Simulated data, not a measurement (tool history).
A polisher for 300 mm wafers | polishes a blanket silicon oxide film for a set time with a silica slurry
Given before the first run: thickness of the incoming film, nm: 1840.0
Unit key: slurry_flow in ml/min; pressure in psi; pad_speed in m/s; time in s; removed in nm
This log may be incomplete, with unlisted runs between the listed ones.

run 1 day=0 | slurry_flow=200 pressure=3.6 pad_speed=1.18 slurry_solids=1 time=90 | removed=284.65
run 2 day=0.371 | slurry_flow=200 pressure=3.6 pad_speed=1.18 slurry_solids=1.1 time=90 | removed=296.59
run 3 day=0.738 | slurry_flow=200 pressure=3.8 pad_speed=1.18 slurry_solids=1.1 time=90 | removed=317.67
run 4 day=0.85 | slurry_flow=200 pressure=3.8 pad_speed=1.18 slurry_solids=1 time=90 | removed=297.49
run 5 day=1.158 | slurry_flow=200 pressure=3.8 pad_speed=1.04 slurry_solids=1 time=90 | removed=273.48
run 6 day=1.392 | slurry_flow=200 pressure=3.8 pad_speed=1.04 slurry_solids=1 time=95 | removed=287.94
run 7 day=1.562 | slurry_flow=200 pressure=4.8 pad_speed=1.1 slurry_solids=1 time=95 | removed=372.54
run 8 day=1.7 | slurry_flow=200 pressure=4.9 pad_speed=1.1 slurry_solids=1 time=95 | removed=388.32
run 9 day=1.846 | slurry_flow=200 pressure=5 pad_speed=1.1 slurry_solids=1 time=95 | removed=385.47

Estimate the outcome of run 10 from the log above:
run 10 day=1.904 | slurry_flow=200 pressure=5.1 pad_speed=1.1 slurry_solids=1 time=95 | removed=?

removed: 396.02 nm

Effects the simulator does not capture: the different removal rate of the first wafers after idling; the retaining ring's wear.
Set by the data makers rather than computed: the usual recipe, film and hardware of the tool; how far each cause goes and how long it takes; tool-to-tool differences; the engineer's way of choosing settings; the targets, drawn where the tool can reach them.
